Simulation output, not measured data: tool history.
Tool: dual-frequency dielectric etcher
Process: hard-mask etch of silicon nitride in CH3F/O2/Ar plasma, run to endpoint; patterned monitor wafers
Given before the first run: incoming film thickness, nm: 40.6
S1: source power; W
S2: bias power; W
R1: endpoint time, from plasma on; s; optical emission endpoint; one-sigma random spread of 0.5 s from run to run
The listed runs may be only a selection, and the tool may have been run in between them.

{"run": 1, "hour": 0.0, "S1": 470, "S2": 89, "R1": 52.542}
{"run": 2, "hour": 7.7, "S1": 510, "S2": 89, "R1": 49.734}
{"run": 3, "hour": 11.4, "S1": 460, "S2": 89, "R1": 52.381}
{"run": 4, "hour": 18.2, "S1": 500, "S2": 89, "R1": 51.074}
{"run": 5, "hour": 23.8, "S1": 420, "S2": 89, "R1": 53.713}
{"run": 6, "hour": 31.1, "S1": 480, "S2": 89, "R1": 52.194}

Expected results for the next run?
{"run": 7, "hour": 34.4, "S1": 440, "S2": 84, "R1": "?"}

{"run 7": {"R1": 55.084}}

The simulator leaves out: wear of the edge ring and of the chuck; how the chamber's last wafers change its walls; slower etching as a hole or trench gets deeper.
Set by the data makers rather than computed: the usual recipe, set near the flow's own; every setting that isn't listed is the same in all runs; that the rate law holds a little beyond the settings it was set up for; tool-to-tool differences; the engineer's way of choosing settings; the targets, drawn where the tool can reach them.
